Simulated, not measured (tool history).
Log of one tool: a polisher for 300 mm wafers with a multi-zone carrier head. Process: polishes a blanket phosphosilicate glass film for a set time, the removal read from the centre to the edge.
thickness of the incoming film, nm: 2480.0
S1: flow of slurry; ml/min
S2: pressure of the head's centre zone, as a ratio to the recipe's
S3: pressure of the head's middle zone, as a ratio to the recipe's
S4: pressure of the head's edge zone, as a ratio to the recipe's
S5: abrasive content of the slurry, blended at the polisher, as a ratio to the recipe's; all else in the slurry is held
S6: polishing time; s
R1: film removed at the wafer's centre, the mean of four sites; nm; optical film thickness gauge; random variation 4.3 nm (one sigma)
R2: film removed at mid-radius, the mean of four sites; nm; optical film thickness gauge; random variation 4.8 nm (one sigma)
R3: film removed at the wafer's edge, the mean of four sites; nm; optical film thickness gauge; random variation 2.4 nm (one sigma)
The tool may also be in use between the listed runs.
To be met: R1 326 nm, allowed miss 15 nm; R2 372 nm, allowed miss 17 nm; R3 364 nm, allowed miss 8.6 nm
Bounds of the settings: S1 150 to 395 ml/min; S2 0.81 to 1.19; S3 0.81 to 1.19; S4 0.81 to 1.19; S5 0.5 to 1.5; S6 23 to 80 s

{"run": 1, "hour": 0.0, "S1": 250, "S2": 1, "S3": 1, "S4": 1, "S5": 1, "S6": 51, "R1": 230.64, "R2": 227.08, "R3": 235.84}
{"run": 2, "hour": 7.5, "S1": 250, "S2": 1, "S3": 1, "S4": 1.05, "S5": 1, "S6": 51, "R1": 225.52, "R2": 233.4, "R3": 242.16}
{"run": 3, "hour": 11.8, "S1": 250, "S2": 1, "S3": 0.94, "S4": 1.05, "S5": 1, "S6": 51, "R1": 233.95, "R2": 215.63, "R3": 241.84}
{"run": 4, "hour": 15.9, "S1": 255, "S2": 1.01, "S3": 0.97, "S4": 1.07, "S5": 1.1, "S6": 52, "R1": 249.73, "R2": 237.13, "R3": 260.54}
{"run": 5, "hour": 18.0, "S1": 255, "S2": 1.01, "S3": 0.97, "S4": 1.07, "S5": 1.1, "S6": 40, "R1": 188.22, "R2": 180.45, "R3": 204.28}
{"run": 6, "hour": 20.9, "S1": 255, "S2": 1.01, "S3": 1.03, "S4": 1.07, "S5": 1.1, "S6": 40, "R1": 192.71, "R2": 194.06, "R3": 201.62}
{"run": 7, "hour": 28.9, "S1": 255, "S2": 1.01, "S3": 1.03, "S4": 1.07, "S5": 1.1, "S6": 40, "R1": 189.73, "R2": 197.23, "R3": 202.8}
{"run": 8, "hour": 35.2, "S1": 260, "S2": 1, "S3": 1.04, "S4": 1.09, "S5": 1.2, "S6": 44, "R1": 219.17, "R2": 233.45, "R3": 237.29}
{"run": 9, "hour": 40.4, "S1": 270, "S2": 1, "S3": 1.05, "S4": 1.11, "S5": 1.25, "S6": 46, "R1": 232.37, "R2": 246.51, "R3": 256.18}

Which of these 5 next moves meets every target?
{"run": "A", "hour": 45.6, "S1": 295, "S2": 0.87, "S3": 1.05, "S4": 1.19, "S5": 1.4, "S6": 57, "R1": "?", "R2": "?", "R3": "?"}
{"run": "B", "hour": 45.6, "S1": 305, "S2": 1, "S3": 1.16, "S4": 1.08, "S5": 1.25, "S6": 63, "R1": "?", "R2": "?", "R3": "?"}
{"run": "C", "hour": 45.6, "S1": 290, "S2": 0.98, "S3": 1.15, "S4": 1.18, "S5": 1.5, "S6": 59, "R1": "?", "R2": "?", "R3": "?"}
{"run": "D", "hour": 45.6, "S1": 285, "S2": 0.91, "S3": 1.08, "S4": 1.19, "S5": 1.3, "S6": 66, "R1": "?", "R2": "?", "R3": "?"}
{"run": "E", "hour": 45.6, "S1": 335, "S2": 0.89, "S3": 0.96, "S4": 1.17, "S5": 1.45, "S6": 63, "R1": "?", "R2": "?", "R3": "?"}

move=A R1=278.95 R2=330.19 R3=347.27
move=B R1=323.88 R2=378.76 R3=347.32
move=C R1=322.02 R2=379.32 R3=367.22
move=D R1=321.07 R2=377.57 R3=387.92
move=E R1=321.77 R2=347.49 R3=390.11
A: nearer than the last run, and not there yet
B: nearer than the last run, and not there yet
C: meets every target
D: takes the result that was furthest off past its target
E: takes the result that was furthest off past its target
Answer: C
